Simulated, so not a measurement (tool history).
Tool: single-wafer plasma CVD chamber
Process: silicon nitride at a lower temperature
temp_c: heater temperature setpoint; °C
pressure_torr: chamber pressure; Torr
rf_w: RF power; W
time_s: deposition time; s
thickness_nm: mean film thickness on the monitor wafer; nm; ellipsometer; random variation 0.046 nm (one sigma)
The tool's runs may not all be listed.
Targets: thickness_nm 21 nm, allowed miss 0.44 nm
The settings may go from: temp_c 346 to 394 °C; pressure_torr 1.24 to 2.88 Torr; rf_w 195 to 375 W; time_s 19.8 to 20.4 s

{"run": 1, "hour": 0.0, "temp_c": 370, "pressure_torr": 2.06, "rf_w": 285, "time_s": 19.8, "thickness_nm": 21.981}
{"run": 2, "hour": 2.4, "temp_c": 370, "pressure_torr": 2, "rf_w": 285, "time_s": 19.8, "thickness_nm": 21.961}
{"run": 3, "hour": 3.1, "temp_c": 370, "pressure_torr": 2, "rf_w": 255, "time_s": 19.8, "thickness_nm": 19.913}
{"run": 4, "hour": 11.4, "temp_c": 363, "pressure_torr": 2, "rf_w": 255, "time_s": 19.8, "thickness_nm": 19.931}
{"run": 5, "hour": 13.1, "temp_c": 363, "pressure_torr": 2.06, "rf_w": 255, "time_s": 19.8, "thickness_nm": 20.09}
{"run": 6, "hour": 17.0, "temp_c": 363, "pressure_torr": 2.11, "rf_w": 255, "time_s": 19.8, "thickness_nm": 20.18}
{"run": 7, "hour": 22.6, "temp_c": 363, "pressure_torr": 2.16, "rf_w": 255, "time_s": 19.8, "thickness_nm": 20.295}
{"run": 8, "hour": 24.2, "temp_c": 363, "pressure_torr": 2.2, "rf_w": 255, "time_s": 19.8, "thickness_nm": 20.202}

5 next moves are on the table. One of them brings every result within its allowed miss. Which?
{"run": "A", "hour": 25.8, "temp_c": 367, "pressure_torr": 2.23, "rf_w": 255, "time_s": 20.4, "thickness_nm": "?"}
{"run": "B", "hour": 25.8, "temp_c": 355, "pressure_torr": 2.31, "rf_w": 245, "time_s": 19.8, "thickness_nm": "?"}
{"run": "C", "hour": 25.8, "temp_c": 359, "pressure_torr": 2.11, "rf_w": 245, "time_s": 19.8, "thickness_nm": "?"}
{"run": "D", "hour": 25.8, "temp_c": 363, "pressure_torr": 2.14, "rf_w": 250, "time_s": 19.8, "thickness_nm": "?"}
{"run": "E", "hour": 25.8, "temp_c": 371, "pressure_torr": 1.91, "rf_w": 245, "time_s": 19.8, "thickness_nm": "?"}

move=A thickness_nm=21
move=B thickness_nm=19.867
move=C thickness_nm=19.488
move=D thickness_nm=19.884
move=E thickness_nm=19.022
A: meets every target
B: further off than the last run
C: further off than the last run
D: further off than the last run
E: further off than the last run
Answer: A
